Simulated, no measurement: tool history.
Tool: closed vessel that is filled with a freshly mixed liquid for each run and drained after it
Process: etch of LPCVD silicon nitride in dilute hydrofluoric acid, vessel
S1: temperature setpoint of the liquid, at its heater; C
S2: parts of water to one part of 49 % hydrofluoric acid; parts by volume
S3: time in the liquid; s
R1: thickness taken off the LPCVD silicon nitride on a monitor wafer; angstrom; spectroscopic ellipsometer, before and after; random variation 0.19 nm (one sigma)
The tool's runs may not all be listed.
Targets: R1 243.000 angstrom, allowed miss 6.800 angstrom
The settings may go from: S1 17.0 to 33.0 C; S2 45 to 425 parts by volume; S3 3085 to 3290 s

Run 1, day 0.000: S1 25.0 C, S2 235 parts by volume, S3 3085 s. Result: R1 75.349 angstrom.
Run 2, day 0.204: S1 28.0 C, S2 235 parts by volume, S3 3085 s. Result: R1 91.682 angstrom.
Run 3, day 0.458: S1 28.5 C, S2 220 parts by volume, S3 3085 s. Result: R1 101.300 angstrom.
Run 4, day 0.621: S1 29.0 C, S2 205 parts by volume, S3 3085 s. Result: R1 111.540 angstrom.
Run 5, day 0.717: S1 29.5 C, S2 190 parts by volume, S3 3085 s. Result: R1 124.340 angstrom.
Run 6, day 0.754: S1 29.5 C, S2 160 parts by volume, S3 3085 s. Result: R1 145.910 angstrom.
Run 7, day 0.842: S1 30.0 C, S2 155 parts by volume, S3 3085 s. Result: R1 158.110 angstrom.
Run 8, day 1.183: S1 33.0 C, S2 95 parts by volume, S3 3090 s. Result: R1 311.950 angstrom.
Run 9, day 1.438: S1 32.5 C, S2 95 parts by volume, S3 3090 s. Result: R1 299.810 angstrom.
Run 10, day 1.704: S1 31.0 C, S2 95 parts by volume, S3 3090 s. Result: R1 275.430 angstrom.
Run 11, day 1.833: S1 28.5 C, S2 95 parts by volume, S3 3090 s. Result: R1 231.010 angstrom.

4 next moves are on the table. One of them brings every result within its allowed miss. Which?
Run A, day 1.962: S1 31.0 C, S2 110 parts by volume, S3 3220 s. Result: R1 ?.
Run B, day 1.962: S1 28.0 C, S2 100 parts by volume, S3 3175 s. Result: R1 ?.
Run C, day 1.962: S1 28.0 C, S2 100 parts by volume, S3 3290 s. Result: R1 ?.
Run D, day 1.962: S1 33.0 C, S2 130 parts by volume, S3 3085 s. Result: R1 ?.

move       R1
   A  244.470
   B  219.700
   C  227.660
   D  223.290
A: meets every target
B: further off than the last run
C: further off than the last run
D: further off than the last run
Move A is the one to make.

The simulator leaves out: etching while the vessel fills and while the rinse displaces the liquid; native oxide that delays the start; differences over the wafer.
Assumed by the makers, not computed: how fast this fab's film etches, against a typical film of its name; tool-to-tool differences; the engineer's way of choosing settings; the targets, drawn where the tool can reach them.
